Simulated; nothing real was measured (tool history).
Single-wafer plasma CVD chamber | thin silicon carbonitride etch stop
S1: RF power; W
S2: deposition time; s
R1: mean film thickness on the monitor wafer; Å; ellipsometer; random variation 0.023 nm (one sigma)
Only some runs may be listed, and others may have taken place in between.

run  hour   S1    S2      R1
  1     0  190  11.6  68.414
  2   2.1  195  11.8  70.567
  3   4.8  185  11.8  69.302
  4  10.3  190    12  71.324
  5  13.6  195  12.1  72.558
  6  14.1  195  11.3  67.753
  7    23  200  11.5  69.867
  8  25.7  205  11.6   70.96

The next listed run, before its measurement:
  9  32.8  210  11.7   ?

R1: 72.394 Å

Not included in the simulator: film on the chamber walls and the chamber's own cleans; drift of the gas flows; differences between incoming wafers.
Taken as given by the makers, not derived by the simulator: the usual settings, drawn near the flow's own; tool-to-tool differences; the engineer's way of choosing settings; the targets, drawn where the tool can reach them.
